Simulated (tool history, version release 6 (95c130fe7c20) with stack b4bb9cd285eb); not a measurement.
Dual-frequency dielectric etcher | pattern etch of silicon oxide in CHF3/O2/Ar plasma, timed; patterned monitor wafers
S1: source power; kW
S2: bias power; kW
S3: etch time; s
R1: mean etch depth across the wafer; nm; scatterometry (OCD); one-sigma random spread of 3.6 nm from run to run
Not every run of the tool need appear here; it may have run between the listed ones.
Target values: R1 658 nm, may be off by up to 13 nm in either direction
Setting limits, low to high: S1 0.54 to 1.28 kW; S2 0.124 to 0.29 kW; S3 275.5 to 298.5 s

run 1 hour=0 | S1=0.91 S2=0.207 S3=298.5 | R1=766.89
run 2 hour=5.5 | S1=0.91 S2=0.207 S3=275.5 | R1=709.71
run 3 hour=12.7 | S1=0.91 S2=0.207 S3=298.5 | R1=769.3
run 4 hour=17.7 | S1=0.84 S2=0.207 S3=298.5 | R1=756.99
run 5 hour=26.3 | S1=0.84 S2=0.207 S3=275.5 | R1=703.72
run 6 hour=31.2 | S1=0.84 S2=0.207 S3=275.5 | R1=690.4
run 7 hour=40 | S1=0.84 S2=0.207 S3=275.5 | R1=698.64
run 8 hour=40.5 | S1=0.81 S2=0.205 S3=275.5 | R1=680.71
run 9 hour=46.5 | S1=0.8 S2=0.205 S3=275.5 | R1=677.89
run 10 hour=48.2 | S1=0.8 S2=0.205 S3=275.5 | R1=678.89

Next run, 4 choices. One meets every target within its allowed miss, the rest don't. Which?
run A hour=49.9 | S1=0.62 S2=0.203 S3=298.5 | R1=?
run B hour=49.9 | S1=0.75 S2=0.169 S3=290.5 | R1=?
run C hour=49.9 | S1=0.77 S2=0.227 S3=275.5 | R1=?
run D hour=49.9 | S1=0.99 S2=0.163 S3=293.5 | R1=?

move=A R1=685.2
move=B R1=655.86
move=C R1=694.32
move=D R1=705.71
A: further off than the last run
B: each result inside its tolerance
C: further off than the last run
D: further off than the last run
Correct choice: B, which meets every target
